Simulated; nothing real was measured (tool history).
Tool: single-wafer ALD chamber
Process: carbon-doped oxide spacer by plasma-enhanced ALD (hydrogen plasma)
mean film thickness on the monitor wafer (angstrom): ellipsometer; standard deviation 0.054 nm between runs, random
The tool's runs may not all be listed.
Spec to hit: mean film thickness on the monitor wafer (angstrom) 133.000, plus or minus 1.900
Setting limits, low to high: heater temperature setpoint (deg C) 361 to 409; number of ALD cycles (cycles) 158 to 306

run,hour,heater temperature setpoint (deg C),number of ALD cycles (cycles),mean film thickness on the monitor wafer (angstrom)
1,0.0,385,232,109.320
2,5.1,385,254,120.240
3,10.4,385,257,121.380
4,13.0,385,260,122.220
5,17.9,385,231,109.310
# hour 18.7: thermocouple changed; heater temperature recalibrated
6,18.7,385,210,99.424
7,23.8,385,219,103.240
8,28.9,385,227,107.390
9,32.2,385,234,110.330
10,35.9,385,240,114.320
11,44.1,385,245,115.470
12,50.4,385,250,117.040
13,54.8,385,254,120.040
14,61.2,385,257,121.640
15,68.0,385,260,122.280
16,76.8,385,263,123.730
17,84.0,385,265,124.480
18,89.6,385,265,125.850
19,91.0,385,267,125.220
20,95.7,385,267,125.200
21,104.6,385,269,127.080
22,106.1,385,271,127.220
23,108.5,385,273,128.840
24,115.9,385,273,128.270
25,124.4,385,274,128.470
26,130.1,385,275,129.990

Of the 5 settings listed for the next run, only one would bring every result within its allowed miss of target. Which one?
A,135.8,396,269,?
B,135.8,387,271,?
C,135.8,383,267,?
D,135.8,374,263,?
E,135.8,380,281,?

move,mean film thickness on the monitor wafer (angstrom)
A,126.820
B,127.760
C,125.870
D,123.990
E,132.470
A: misses by more than the last run did
B: misses by more than the last run did
C: misses by more than the last run did
D: misses by more than the last run did
E: all results in spec
Correct choice: E, which meets every target

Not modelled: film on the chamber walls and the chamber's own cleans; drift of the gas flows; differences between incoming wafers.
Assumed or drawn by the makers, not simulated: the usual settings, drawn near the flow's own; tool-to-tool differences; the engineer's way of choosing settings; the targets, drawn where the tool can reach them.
